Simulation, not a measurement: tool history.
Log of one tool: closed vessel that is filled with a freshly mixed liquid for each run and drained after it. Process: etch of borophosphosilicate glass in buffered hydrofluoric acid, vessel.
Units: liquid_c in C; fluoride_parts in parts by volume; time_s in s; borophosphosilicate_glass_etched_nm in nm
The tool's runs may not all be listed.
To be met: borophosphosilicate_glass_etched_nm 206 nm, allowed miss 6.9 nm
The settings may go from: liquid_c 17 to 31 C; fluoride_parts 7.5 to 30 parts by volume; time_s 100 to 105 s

run,hour,liquid_c,fluoride_parts,time_s,borophosphosilicate_glass_etched_nm
1,0,23,21,100,95.235
2,7.6,25,21,100,106.94
3,12.2,27.5,21,100,119.06
4,12.9,27.5,21,105,128.28
5,21.1,26,21,105,117.68
6,24.8,27.5,18.5,105,139.45
7,28.2,31,12,105,258.37
8,35.1,30,12,105,248.86
9,36.8,29,12,105,234.19
10,44.5,28.5,12,105,228.12
11,48.2,28,12,105,223.51

4 next moves are on the table. One of them brings every result within its allowed miss. Which?
A,51.9,26,10.5,100,?
B,51.9,28.5,13.5,105,?
C,51.9,29,12,105,?
D,51.9,27.5,10.5,105,?

move,borophosphosilicate_glass_etched_nm
A,218.14
B,204.27
C,235.42
D,248
A: nearer than the last run, and not there yet
B: meets every target
C: further off than the last run
D: further off than the last run
Answer: B

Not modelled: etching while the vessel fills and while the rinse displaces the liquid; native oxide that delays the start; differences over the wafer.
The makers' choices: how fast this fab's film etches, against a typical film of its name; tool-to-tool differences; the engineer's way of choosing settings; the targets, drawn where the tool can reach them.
